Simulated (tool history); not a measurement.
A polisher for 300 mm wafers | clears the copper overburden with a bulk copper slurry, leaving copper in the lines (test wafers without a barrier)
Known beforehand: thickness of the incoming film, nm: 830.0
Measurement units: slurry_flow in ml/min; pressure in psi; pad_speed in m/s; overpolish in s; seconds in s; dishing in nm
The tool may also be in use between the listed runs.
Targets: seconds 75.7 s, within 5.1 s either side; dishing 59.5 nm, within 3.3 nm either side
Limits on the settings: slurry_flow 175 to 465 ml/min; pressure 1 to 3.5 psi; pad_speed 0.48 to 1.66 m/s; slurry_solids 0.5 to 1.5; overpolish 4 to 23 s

| run | hour | slurry_flow | pressure | pad_speed | slurry_solids | overpolish | seconds | dishing |
|---|---|---|---|---|---|---|---|---|
| 1 | 0 | 295 | 2.2 | 1.06 | 1 | 12 | 114.47 | 49.781 |
| 2 | 5.8 | 220 | 2.2 | 1.06 | 1 | 12 | 118.26 | 50.756 |
| 3 | 9.6 | 220 | 2.2 | 1.06 | 1 | 8 | 118.32 | 36.282 |
| 4 | 16.5 | 220 | 1.7 | 1.06 | 1 | 8 | 154.88 | 29.079 |
| 5 | 20 | 220 | 1.7 | 1.06 | 1.15 | 8 | 144.36 | 30.541 |
| 6 | 23.3 | 220 | 1.7 | 0.8 | 1.15 | 8 | 184.06 | 23.709 |
| 7 | 25.5 | 220 | 2.3 | 1.04 | 1.15 | 12 | 109.06 | 52.323 |
| 8 | 26.3 | 230 | 2.9 | 1.08 | 1.2 | 8 | 85.737 | 48.187 |
| 9 | 27.3 | 230 | 3 | 1.08 | 1.2 | 8 | 79.567 | 50.375 |
| 10 | 33.4 | 230 | 3.1 | 1.08 | 1.2 | 9 | 79.273 | 55.462 |

Pick the move, out of 4, that brings all results within their allowed miss; only one does.
| A | 39.5 | 220 | 2.7 | 1.24 | 1.45 | 10 | ? | ? |
| B | 39.5 | 230 | 3 | 0.98 | 1.2 | 11 | ? | ? |
| C | 39.5 | 180 | 3.5 | 1.08 | 0.95 | 8 | ? | ? |
| D | 39.5 | 225 | 3.1 | 0.96 | 1.25 | 9 | ? | ? |

| move | seconds | dishing |
|---|---|---|
| A | 74.518 | 58.987 |
| B | 88.198 | 56.919 |
| C | 76.014 | 51.385 |
| D | 86.466 | 50.531 |
A: every result within its allowed miss
B: gets the furthest-off result to its target, but another result is out of tolerance
C: lands further from the targets than the last run did
D: lands further from the targets than the last run did
Go with A: it meets all targets.

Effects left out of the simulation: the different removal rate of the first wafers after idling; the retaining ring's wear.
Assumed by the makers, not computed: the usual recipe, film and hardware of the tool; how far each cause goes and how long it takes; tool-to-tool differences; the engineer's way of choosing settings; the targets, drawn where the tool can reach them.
